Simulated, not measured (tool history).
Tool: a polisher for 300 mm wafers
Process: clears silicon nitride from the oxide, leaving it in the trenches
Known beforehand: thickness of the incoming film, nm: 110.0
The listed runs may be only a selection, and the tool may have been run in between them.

| run | day | flow of slurry (ml/min) | pressure of the wafer on the pad (psi) | speed of the pad under the wafer (cm/s) | overpolish time after the end point (s) | time until the end point was called (s) |
|---|---|---|---|---|---|---|
| 1 | 0 | 285 | 3.1 | 124 | 15 | 109.47 |
| 2 | 0.221 | 285 | 2.8 | 122 | 15 | 120.62 |
| 3 | 0.508 | 285 | 2.6 | 118 | 15 | 132.75 |
| 4 | 0.679 | 285 | 3.3 | 118 | 15 | 107.16 |
| 5 | 0.867 | 285 | 3 | 116 | 15 | 120.59 |
| 6 | 1.104 | 285 | 2.7 | 114 | 15 | 134.48 |

The next listed run, before its measurement:
| 7 | 1.271 | 285 | 2.5 | 114 | 15 | ? |

time until the end point was called (s): 145.11
